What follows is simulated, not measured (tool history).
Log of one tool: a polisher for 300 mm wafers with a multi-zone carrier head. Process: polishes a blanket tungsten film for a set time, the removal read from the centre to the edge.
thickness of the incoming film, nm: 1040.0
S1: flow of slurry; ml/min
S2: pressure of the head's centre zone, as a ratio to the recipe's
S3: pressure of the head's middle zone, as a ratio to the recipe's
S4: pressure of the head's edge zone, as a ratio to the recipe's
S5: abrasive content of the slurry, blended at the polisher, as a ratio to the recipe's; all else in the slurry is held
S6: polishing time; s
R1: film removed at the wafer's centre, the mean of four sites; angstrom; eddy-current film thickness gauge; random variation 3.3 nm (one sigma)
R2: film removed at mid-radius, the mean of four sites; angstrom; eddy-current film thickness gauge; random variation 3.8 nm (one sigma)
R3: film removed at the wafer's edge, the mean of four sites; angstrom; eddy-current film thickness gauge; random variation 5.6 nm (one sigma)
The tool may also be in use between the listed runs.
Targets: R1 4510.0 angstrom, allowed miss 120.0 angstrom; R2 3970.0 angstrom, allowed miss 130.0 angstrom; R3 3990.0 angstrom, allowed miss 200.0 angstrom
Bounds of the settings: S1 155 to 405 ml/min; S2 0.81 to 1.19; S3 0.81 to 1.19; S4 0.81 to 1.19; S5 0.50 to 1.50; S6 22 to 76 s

Run 1, hour 0.0: S1 260 ml/min, S2 1.00, S3 1.00, S4 1.00, S5 1.00, S6 49 s. Result: R1 3524.6 angstrom, R2 3401.8 angstrom, R3 3358.7 angstrom.
Run 2, hour 3.6: S1 260 ml/min, S2 1.00, S3 1.00, S4 1.00, S5 0.85, S6 49 s. Result: R1 3303.0 angstrom, R2 3258.3 angstrom, R3 3309.5 angstrom.
Run 3, hour 12.4: S1 265 ml/min, S2 1.02, S3 1.01, S4 1.03, S5 0.90, S6 49 s. Result: R1 3411.8 angstrom, R2 3319.8 angstrom, R3 3374.3 angstrom.
Run 4, hour 14.6: S1 270 ml/min, S2 1.04, S3 1.02, S4 1.05, S5 0.95, S6 49 s. Result: R1 3570.4 angstrom, R2 3426.3 angstrom, R3 3449.0 angstrom.
Run 5, hour 23.3: S1 275 ml/min, S2 1.06, S3 1.03, S4 1.07, S5 1.00, S6 49 s. Result: R1 3665.0 angstrom, R2 3552.1 angstrom, R3 3486.2 angstrom.
Run 6, hour 24.0: S1 280 ml/min, S2 1.07, S3 1.02, S4 1.09, S5 1.05, S6 49 s. Result: R1 3781.0 angstrom, R2 3529.1 angstrom, R3 3608.0 angstrom.
Run 7, hour 31.9: S1 285 ml/min, S2 1.09, S3 1.03, S4 1.10, S5 1.05, S6 49 s. Result: R1 3818.2 angstrom, R2 3593.1 angstrom, R3 3598.3 angstrom.
Run 8, hour 39.7: S1 290 ml/min, S2 1.10, S3 1.03, S4 1.11, S5 1.10, S6 49 s. Result: R1 3907.3 angstrom, R2 3666.6 angstrom, R3 3647.9 angstrom.

4 next moves are on the table. One of them brings every result within its allowed miss. Which?
Run A, hour 47.5: S1 260 ml/min, S2 1.03, S3 0.89, S4 1.15, S5 1.25, S6 52 s. Result: R1 ?, R2 ?, R3 ?.
Run B, hour 47.5: S1 260 ml/min, S2 0.86, S3 0.81, S4 1.19, S5 0.90, S6 56 s. Result: R1 ?, R2 ?, R3 ?.
Run C, hour 47.5: S1 260 ml/min, S2 0.91, S3 1.06, S4 1.15, S5 1.00, S6 56 s. Result: R1 ?, R2 ?, R3 ?.
Run D, hour 47.5: S1 280 ml/min, S2 1.18, S3 1.00, S4 1.08, S5 1.30, S6 51 s. Result: R1 ?, R2 ?, R3 ?.

move      R1      R2      R3
   A  4024.5  3601.7  4107.1
   B  3422.4  3212.4  4019.9
   C  3695.7  4171.0  4095.5
   D  4445.2  3968.7  3985.6
A: nearer than the last run, and not there yet
B: further off than the last run
C: further off than the last run
D: meets every target
Answer: D

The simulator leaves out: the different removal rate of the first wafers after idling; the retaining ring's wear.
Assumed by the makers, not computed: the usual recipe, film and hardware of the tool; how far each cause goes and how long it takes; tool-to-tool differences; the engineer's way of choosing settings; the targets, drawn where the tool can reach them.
